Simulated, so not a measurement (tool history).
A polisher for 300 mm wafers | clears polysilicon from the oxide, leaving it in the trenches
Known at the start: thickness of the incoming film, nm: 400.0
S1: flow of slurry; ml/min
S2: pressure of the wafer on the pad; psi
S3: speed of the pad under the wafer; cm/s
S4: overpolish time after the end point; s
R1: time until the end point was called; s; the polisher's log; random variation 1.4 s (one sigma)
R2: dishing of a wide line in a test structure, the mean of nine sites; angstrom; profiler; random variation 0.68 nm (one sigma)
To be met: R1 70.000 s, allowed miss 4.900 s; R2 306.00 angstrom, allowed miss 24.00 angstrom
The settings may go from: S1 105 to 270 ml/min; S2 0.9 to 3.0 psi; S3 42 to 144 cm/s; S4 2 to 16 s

Run 1, day 0.000: S1 175 ml/min, S2 1.9 psi, S3 92 cm/s, S4 8 s. Result: R1 42.746 s, R2 327.54 angstrom.
Run 2, day 0.138: S1 175 ml/min, S2 1.7 psi, S3 90 cm/s, S4 8 s. Result: R1 46.798 s, R2 324.08 angstrom.
Run 3, day 0.267: S1 175 ml/min, S2 1.5 psi, S3 90 cm/s, S4 8 s. Result: R1 54.467 s, R2 296.46 angstrom.
Run 4, day 0.329: S1 195 ml/min, S2 1.5 psi, S3 90 cm/s, S4 8 s. Result: R1 51.937 s, R2 307.94 angstrom.
Run 5, day 0.588: S1 195 ml/min, S2 1.5 psi, S3 102 cm/s, S4 8 s. Result: R1 48.748 s, R2 324.38 angstrom.
Run 6, day 0.817: S1 195 ml/min, S2 1.8 psi, S3 102 cm/s, S4 8 s. Result: R1 40.296 s, R2 322.31 angstrom.
Run 7, day 1.142: S1 195 ml/min, S2 1.6 psi, S3 100 cm/s, S4 8 s. Result: R1 46.367 s, R2 324.25 angstrom.
Run 8, day 1.317: S1 195 ml/min, S2 1.4 psi, S3 98 cm/s, S4 8 s. Result: R1 53.280 s, R2 310.81 angstrom.
Run 9, day 1.512: S1 195 ml/min, S2 1.4 psi, S3 98 cm/s, S4 8 s. Result: R1 53.920 s, R2 292.42 angstrom.
Run 10, day 1.825: S1 195 ml/min, S2 1.4 psi, S3 98 cm/s, S4 8 s. Result: R1 52.477 s, R2 311.06 angstrom.
Run 11, day 2.188: S1 195 ml/min, S2 1.3 psi, S3 98 cm/s, S4 8 s. Result: R1 56.698 s, R2 308.85 angstrom.
Run 12, day 2.412: S1 195 ml/min, S2 1.2 psi, S3 98 cm/s, S4 8 s. Result: R1 62.248 s, R2 279.96 angstrom.
Run 13, day 2.558: S1 195 ml/min, S2 1.2 psi, S3 96 cm/s, S4 9 s. Result: R1 63.397 s, R2 291.49 angstrom.

4 next moves are on the table. One of them brings every result within its allowed miss. Which?
Run A, day 2.704: S1 165 ml/min, S2 1.4 psi, S3 82 cm/s, S4 10 s. Result: R1 ?, R2 ?.
Run B, day 2.704: S1 235 ml/min, S2 1.1 psi, S3 92 cm/s, S4 11 s. Result: R1 ?, R2 ?.
Run C, day 2.704: S1 220 ml/min, S2 0.9 psi, S3 96 cm/s, S4 12 s. Result: R1 ?, R2 ?.
Run D, day 2.704: S1 195 ml/min, S2 1.1 psi, S3 88 cm/s, S4 16 s. Result: R1 ?, R2 ?.

move      R1      R2
   A  60.508  311.05
   B  67.935  308.72
   C  80.137  299.50
   D  71.335  340.98
A: further off than the last run
B: meets every target
C: takes the result that was furthest off past its target
D: brings the result that was furthest off to its target, and leaves another outside
The right move is B.
